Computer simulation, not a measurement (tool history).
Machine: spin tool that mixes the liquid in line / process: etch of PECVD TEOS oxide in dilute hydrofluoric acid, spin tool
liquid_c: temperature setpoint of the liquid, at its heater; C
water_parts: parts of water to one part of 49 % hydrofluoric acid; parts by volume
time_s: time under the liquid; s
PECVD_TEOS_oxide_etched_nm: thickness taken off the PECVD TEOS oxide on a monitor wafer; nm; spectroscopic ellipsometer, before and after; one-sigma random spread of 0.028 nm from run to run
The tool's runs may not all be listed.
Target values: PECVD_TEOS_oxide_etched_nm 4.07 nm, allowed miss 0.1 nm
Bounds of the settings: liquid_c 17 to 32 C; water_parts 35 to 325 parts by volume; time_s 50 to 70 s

run 1 day=0 | liquid_c=24 water_parts=180 time_s=70 | PECVD_TEOS_oxide_etched_nm=8.5093
run 2 day=0.183 | liquid_c=23.5 water_parts=190 time_s=70 | PECVD_TEOS_oxide_etched_nm=7.6671
run 3 day=0.554 | liquid_c=23.5 water_parts=125 time_s=70 | PECVD_TEOS_oxide_etched_nm=12.683
run 4 day=0.871 | liquid_c=23 water_parts=140 time_s=70 | PECVD_TEOS_oxide_etched_nm=11.038
run 5 day=1.175 | liquid_c=25.5 water_parts=140 time_s=70 | PECVD_TEOS_oxide_etched_nm=12.033
run 6 day=1.267 | liquid_c=25.5 water_parts=85 time_s=70 | PECVD_TEOS_oxide_etched_nm=21.376
run 7 day=1.621 | liquid_c=24.5 water_parts=100 time_s=70 | PECVD_TEOS_oxide_etched_nm=16.965
run 8 day=1.971 | liquid_c=23.5 water_parts=115 time_s=70 | PECVD_TEOS_oxide_etched_nm=14.005
run 9 day=2.296 | liquid_c=23 water_parts=125 time_s=70 | PECVD_TEOS_oxide_etched_nm=12.464
run 10 day=2.533 | liquid_c=19 water_parts=195 time_s=70 | PECVD_TEOS_oxide_etched_nm=6.3866
run 11 day=2.729 | liquid_c=19 water_parts=200 time_s=70 | PECVD_TEOS_oxide_etched_nm=6.1297
run 12 day=2.996 | liquid_c=19 water_parts=205 time_s=70 | PECVD_TEOS_oxide_etched_nm=5.9801
run 13 day=3.225 | liquid_c=19 water_parts=210 time_s=70 | PECVD_TEOS_oxide_etched_nm=5.789
run 14 day=3.567 | liquid_c=19 water_parts=215 time_s=70 | PECVD_TEOS_oxide_etched_nm=5.6956
run 15 day=3.704 | liquid_c=19 water_parts=220 time_s=70 | PECVD_TEOS_oxide_etched_nm=5.4592
run 16 day=3.783 | liquid_c=19 water_parts=225 time_s=70 | PECVD_TEOS_oxide_etched_nm=5.309
run 17 day=4.062 | liquid_c=19 water_parts=230 time_s=70 | PECVD_TEOS_oxide_etched_nm=5.2657
run 18 day=4.1 | liquid_c=19 water_parts=235 time_s=70 | PECVD_TEOS_oxide_etched_nm=5.0253
run 19 day=4.354 | liquid_c=18 water_parts=245 time_s=70 | PECVD_TEOS_oxide_etched_nm=4.6136
run 20 day=4.688 | liquid_c=17.5 water_parts=255 time_s=70 | PECVD_TEOS_oxide_etched_nm=4.3196

4 candidate next runs follow, results not yet known. Just one meets every target within its allowed miss. Identify it.
run A day=5.021 | liquid_c=19 water_parts=270 time_s=70 | PECVD_TEOS_oxide_etched_nm=?
run B day=5.021 | liquid_c=19.5 water_parts=255 time_s=70 | PECVD_TEOS_oxide_etched_nm=?
run C day=5.021 | liquid_c=17 water_parts=265 time_s=70 | PECVD_TEOS_oxide_etched_nm=?
run D day=5.021 | liquid_c=18.5 water_parts=185 time_s=50 | PECVD_TEOS_oxide_etched_nm=?

move=A PECVD_TEOS_oxide_etched_nm=4.2421
move=B PECVD_TEOS_oxide_etched_nm=4.6396
move=C PECVD_TEOS_oxide_etched_nm=4.0231
move=D PECVD_TEOS_oxide_etched_nm=4.6939
A: closer than the last run, but not yet in spec
B: its largest miss is bigger than the last run's
C: every result lands within tolerance
D: its largest miss is bigger than the last run's
Move C is the one to make.
